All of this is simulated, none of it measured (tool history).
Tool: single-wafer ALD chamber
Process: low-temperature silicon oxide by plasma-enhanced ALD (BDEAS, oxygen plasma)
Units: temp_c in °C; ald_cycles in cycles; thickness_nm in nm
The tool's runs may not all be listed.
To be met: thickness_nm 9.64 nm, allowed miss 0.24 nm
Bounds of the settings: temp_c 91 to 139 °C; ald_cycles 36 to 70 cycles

Run 1, hour 0: temp_c 115 °C, ald_cycles 53 cycles. Result: thickness_nm 7.6434 nm.
Run 2, hour 7.3: temp_c 115 °C, ald_cycles 48 cycles. Result: thickness_nm 6.8324 nm.
Run 3, hour 15.3: temp_c 105 °C, ald_cycles 48 cycles. Result: thickness_nm 7.0286 nm.
Run 4, hour 23.9: temp_c 105 °C, ald_cycles 43 cycles. Result: thickness_nm 6.2322 nm.
Run 5, hour 27.3: temp_c 105 °C, ald_cycles 48 cycles. Result: thickness_nm 7.039 nm.
Run 6, hour 32.2: temp_c 103 °C, ald_cycles 52 cycles. Result: thickness_nm 7.6056 nm.
Run 7, hour 36.8: temp_c 102 °C, ald_cycles 56 cycles. Result: thickness_nm 8.2703 nm.
Run 8, hour 40.8: temp_c 102 °C, ald_cycles 58 cycles. Result: thickness_nm 8.4974 nm.
Run 9, hour 43.4: temp_c 102 °C, ald_cycles 60 cycles. Result: thickness_nm 8.752 nm.
Run 10, hour 44.7: temp_c 102 °C, ald_cycles 62 cycles. Result: thickness_nm 9.1827 nm.
Run 11, hour 46.3: temp_c 102 °C, ald_cycles 62 cycles. Result: thickness_nm 9.1326 nm.
Run 12, hour 49.7: temp_c 102 °C, ald_cycles 63 cycles. Result: thickness_nm 9.3697 nm.

Which of these 4 next moves meets every target?
Run A, hour 53.1: temp_c 98 °C, ald_cycles 61 cycles. Result: thickness_nm ?.
Run B, hour 53.1: temp_c 94 °C, ald_cycles 64 cycles. Result: thickness_nm ?.
Run C, hour 53.1: temp_c 104 °C, ald_cycles 61 cycles. Result: thickness_nm ?.
Run D, hour 53.1: temp_c 106 °C, ald_cycles 63 cycles. Result: thickness_nm ?.

move  thickness_nm
   A         9.118
   B        9.6873
   C        9.0311
   D        9.2973
A: further off than the last run
B: meets every target
C: further off than the last run
D: further off than the last run
Answer: B
